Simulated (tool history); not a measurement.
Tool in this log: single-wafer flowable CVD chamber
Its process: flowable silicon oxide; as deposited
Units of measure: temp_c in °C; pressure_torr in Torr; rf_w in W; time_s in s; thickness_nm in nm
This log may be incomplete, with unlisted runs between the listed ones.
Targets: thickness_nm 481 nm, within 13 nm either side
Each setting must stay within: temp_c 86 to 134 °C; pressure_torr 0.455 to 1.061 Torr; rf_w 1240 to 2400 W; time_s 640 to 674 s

| run | hour | temp_c | pressure_torr | rf_w | time_s | thickness_nm |
|---|---|---|---|---|---|---|
| 1 | 0 | 110 | 0.758 | 1820 | 674 | 209.56 |
| 2 | 7.5 | 105 | 0.758 | 1820 | 674 | 248.83 |
| 3 | 12.3 | 102 | 0.761 | 1820 | 674 | 280.28 |
| 4 | 18.2 | 102 | 0.761 | 1725 | 674 | 277.1 |
| 5 | 20.6 | 99 | 0.762 | 1725 | 674 | 311.82 |
| 6 | 28.6 | 99 | 0.762 | 1725 | 674 | 310.73 |
| 7 | 29.5 | 97 | 0.762 | 1725 | 674 | 334.34 |
| 8 | 35.8 | 95 | 0.762 | 1725 | 674 | 362.59 |
| 9 | 40.2 | 94 | 0.762 | 1725 | 674 | 374.05 |
| 10 | 47.8 | 93 | 0.762 | 1725 | 674 | 391.81 |
| 11 | 49 | 92 | 0.762 | 1725 | 674 | 404.73 |
| 12 | 52.5 | 91 | 0.762 | 1725 | 674 | 420 |
| 13 | 57.4 | 90 | 0.762 | 1725 | 674 | 436.34 |

Which one of the following 5 next-run settings gets every result inside its allowed miss? There is exactly one.
| A | 62.3 | 90 | 0.818 | 1240 | 640 | ? |
| B | 62.3 | 89 | 0.743 | 1895 | 645 | ? |
| C | 62.3 | 86 | 0.704 | 1795 | 674 | ? |
| D | 62.3 | 94 | 0.817 | 1585 | 656 | ? |
| E | 62.3 | 90 | 0.751 | 1725 | 640 | ? |

| move | thickness_nm |
|---|---|
| A | 395.2 |
| B | 435.65 |
| C | 476.79 |
| D | 383.07 |
| E | 410.02 |
A: further off than the last run
B: neither nearer nor further off than the last run
C: hits every target within its allowed miss
D: further off than the last run
E: further off than the last run
C meets every target.
